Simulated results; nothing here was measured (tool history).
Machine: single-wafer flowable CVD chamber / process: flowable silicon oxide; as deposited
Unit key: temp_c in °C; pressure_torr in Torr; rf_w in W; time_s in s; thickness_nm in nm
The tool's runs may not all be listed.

run,hour,temp_c,pressure_torr,rf_w,time_s,thickness_nm
1,0,105,0.712,1670,352,170.43
2,1.7,100,0.712,1670,352,204.04
3,4.3,96,0.712,1670,352,236.37
4,5.1,96,0.712,1670,363,242.5
# hour 11.7: thermocouple changed; heater temperature recalibrated
5,11.7,94,0.712,1670,363,232.25
6,20,94,0.654,1670,363,214.34

Run 7 comes next. What will it give?
7,21.5,91,0.654,1670,363,?

thickness_nm: 237.04 nm
